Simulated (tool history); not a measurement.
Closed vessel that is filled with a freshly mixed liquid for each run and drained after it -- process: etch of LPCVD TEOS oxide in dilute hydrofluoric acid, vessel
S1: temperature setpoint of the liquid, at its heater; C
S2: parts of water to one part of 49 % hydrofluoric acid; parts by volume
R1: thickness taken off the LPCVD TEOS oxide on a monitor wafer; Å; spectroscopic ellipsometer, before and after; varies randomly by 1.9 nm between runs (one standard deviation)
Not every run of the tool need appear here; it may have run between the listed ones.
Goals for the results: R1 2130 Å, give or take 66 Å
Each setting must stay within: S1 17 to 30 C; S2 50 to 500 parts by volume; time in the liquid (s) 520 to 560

run 1 hour=0 | S1=22 S2=275 time_in_the_liquid_(s)=520 | R1=819.53
run 2 hour=8.5 | S1=22 S2=315 time_in_the_liquid_(s)=520 | R1=677.68
run 3 hour=9.8 | S1=22 S2=410 time_in_the_liquid_(s)=520 | R1=479.28
run 4 hour=12 | S1=24.5 S2=410 time_in_the_liquid_(s)=520 | R1=523.76
run 5 hour=16.1 | S1=25.5 S2=355 time_in_the_liquid_(s)=520 | R1=663.18
run 6 hour=19 | S1=27.5 S2=355 time_in_the_liquid_(s)=520 | R1=710.02
run 7 hour=26.7 | S1=28 S2=305 time_in_the_liquid_(s)=520 | R1=868.52
run 8 hour=29.6 | S1=30 S2=195 time_in_the_liquid_(s)=525 | R1=1683.7
run 9 hour=34.4 | S1=30 S2=185 time_in_the_liquid_(s)=525 | R1=1773.9
-- hour=36.1 thermometer replaced
run 10 hour=36.1 | S1=30 S2=185 time_in_the_liquid_(s)=525 | R1=1686
run 11 hour=43.1 | S1=30 S2=175 time_in_the_liquid_(s)=525 | R1=1784.8

Which one of the following 4 next-run settings gets every result inside its allowed miss? There is exactly one.
run A hour=50.1 | S1=30 S2=155 time_in_the_liquid_(s)=530 | R1=?
run B hour=50.1 | S1=30 S2=170 time_in_the_liquid_(s)=535 | R1=?
run C hour=50.1 | S1=30 S2=160 time_in_the_liquid_(s)=520 | R1=?
run D hour=50.1 | S1=30 S2=150 time_in_the_liquid_(s)=560 | R1=?

move=A R1=2113.5
move=B R1=1907.9
move=C R1=1995.8
move=D R1=2322.6
A: hits every target within its allowed miss
B: nearer the targets than the last run, but a result is still out of spec
C: nearer the targets than the last run, but a result is still out of spec
D: pushes the last run's worst result past its target
The right move is A.
